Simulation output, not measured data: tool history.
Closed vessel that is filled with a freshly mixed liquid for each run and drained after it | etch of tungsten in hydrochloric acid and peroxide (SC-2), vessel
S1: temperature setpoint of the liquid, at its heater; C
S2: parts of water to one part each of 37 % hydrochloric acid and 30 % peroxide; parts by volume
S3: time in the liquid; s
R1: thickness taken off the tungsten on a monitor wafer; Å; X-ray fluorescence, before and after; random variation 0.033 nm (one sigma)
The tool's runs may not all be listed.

Run 1, day 0.000: S1 51.0 C, S2 9 parts by volume, S3 30 s. Result: R1 76.863 Å.
Run 2, day 0.221: S1 51.0 C, S2 9 parts by volume, S3 30 s. Result: R1 76.975 Å.
Run 3, day 0.354: S1 54.0 C, S2 9 parts by volume, S3 30 s. Result: R1 92.868 Å.
Run 4, day 0.483: S1 49.5 C, S2 9 parts by volume, S3 30 s. Result: R1 69.630 Å.
Run 5, day 0.850: S1 46.5 C, S2 9 parts by volume, S3 30 s. Result: R1 57.547 Å.
Run 6, day 1.208: S1 44.5 C, S2 9 parts by volume, S3 30 s. Result: R1 49.497 Å.

Forecast run 7:
Run 7, day 1.558: S1 43.5 C, S2 9 parts by volume, S3 30 s. Result: R1 ?.

Run 7 gave R1 46.963 Å.
